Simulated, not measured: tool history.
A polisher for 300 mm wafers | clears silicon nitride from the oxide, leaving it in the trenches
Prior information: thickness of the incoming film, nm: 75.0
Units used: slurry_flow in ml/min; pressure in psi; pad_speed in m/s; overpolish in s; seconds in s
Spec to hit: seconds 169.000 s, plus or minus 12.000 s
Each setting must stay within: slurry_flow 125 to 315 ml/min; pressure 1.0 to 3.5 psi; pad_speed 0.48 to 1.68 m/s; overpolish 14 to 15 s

run	hour	slurry_flow	pressure	pad_speed	overpolish	seconds
1	0.0	205	2.2	1.08	14	87.708
2	1.3	205	2.0	1.06	14	95.871
3	4.9	205	2.0	1.26	14	82.137
4	8.1	205	1.6	1.26	14	103.950
5	8.9	205	1.5	1.22	14	106.910
6	13.4	230	1.5	1.22	14	110.280
7	15.8	230	1.4	1.18	14	118.310
8	16.7	230	1.3	1.14	14	129.240
9	22.0	230	1.2	1.12	14	149.570

5 candidate next runs follow, results not yet known. Just one meets every target within its allowed miss. Identify it.
A	27.3	185	1.7	1.00	15	?
B	27.3	250	1.0	1.12	14	?
C	27.3	245	1.3	1.02	15	?
D	27.3	235	1.1	1.24	14	?
E	27.3	240	1.3	1.08	14	?

move	seconds
A	117.130
B	166.800
C	142.910
D	139.150
E	135.540
A: lands further from the targets than the last run did
B: each result inside its tolerance
C: lands further from the targets than the last run did
D: lands further from the targets than the last run did
E: lands further from the targets than the last run did
B meets every target.
